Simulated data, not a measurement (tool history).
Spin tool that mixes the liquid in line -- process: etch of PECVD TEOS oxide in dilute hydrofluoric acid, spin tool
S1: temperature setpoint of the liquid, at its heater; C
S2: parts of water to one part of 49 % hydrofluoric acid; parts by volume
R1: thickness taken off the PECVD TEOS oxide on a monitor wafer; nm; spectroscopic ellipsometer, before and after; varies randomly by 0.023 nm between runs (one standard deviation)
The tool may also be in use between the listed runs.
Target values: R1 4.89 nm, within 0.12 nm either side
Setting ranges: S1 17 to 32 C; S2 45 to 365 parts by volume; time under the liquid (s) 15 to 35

{"run": 1, "day": 0.0, "S1": 24, "S2": 205, "time under the liquid (s)": 35, "R1": 2.5283}
{"run": 2, "day": 0.071, "S1": 25.5, "S2": 190, "time under the liquid (s)": 35, "R1": 2.922}
{"run": 3, "day": 0.183, "S1": 27, "S2": 180, "time under the liquid (s)": 35, "R1": 3.2722}
{"run": 4, "day": 0.533, "S1": 24.5, "S2": 180, "time under the liquid (s)": 35, "R1": 2.9909}
{"run": 5, "day": 0.629, "S1": 24.5, "S2": 205, "time under the liquid (s)": 35, "R1": 2.577}
{"day": 0.746, "done": "thermometer replaced"}
{"run": 6, "day": 0.746, "S1": 24.5, "S2": 205, "time under the liquid (s)": 35, "R1": 2.6736}
{"run": 7, "day": 1.121, "S1": 26, "S2": 190, "time under the liquid (s)": 35, "R1": 3.094}
{"run": 8, "day": 1.262, "S1": 27, "S2": 185, "time under the liquid (s)": 35, "R1": 3.3239}
{"run": 9, "day": 1.45, "S1": 28, "S2": 180, "time under the liquid (s)": 35, "R1": 3.5766}
{"run": 10, "day": 1.621, "S1": 28, "S2": 180, "time under the liquid (s)": 35, "R1": 3.5955}
{"run": 11, "day": 1.738, "S1": 29, "S2": 175, "time under the liquid (s)": 35, "R1": 3.8078}
{"run": 12, "day": 2.012, "S1": 32, "S2": 145, "time under the liquid (s)": 35, "R1": 5.3031}
{"run": 13, "day": 2.217, "S1": 31.5, "S2": 145, "time under the liquid (s)": 35, "R1": 5.2315}

Next run, 4 choices. One meets every target within its allowed miss, the rest don't. Which?
{"run": "A", "day": 2.421, "S1": 29.5, "S2": 150, "time under the liquid (s)": 35, "R1": "?"}
{"run": "B", "day": 2.421, "S1": 31, "S2": 145, "time under the liquid (s)": 35, "R1": "?"}
{"run": "C", "day": 2.421, "S1": 32, "S2": 155, "time under the liquid (s)": 35, "R1": "?"}
{"run": "D", "day": 2.421, "S1": 30.5, "S2": 140, "time under the liquid (s)": 35, "R1": "?"}

move=A R1=4.6607
move=B R1=5.1221
move=C R1=4.8974
move=D R1=5.2459
A: carries the result that was furthest off beyond its target, to the other side
B: closer than the last run, but not yet in spec
C: in spec on every target
D: just as far off the targets as the last run
Go with C: it meets all targets.
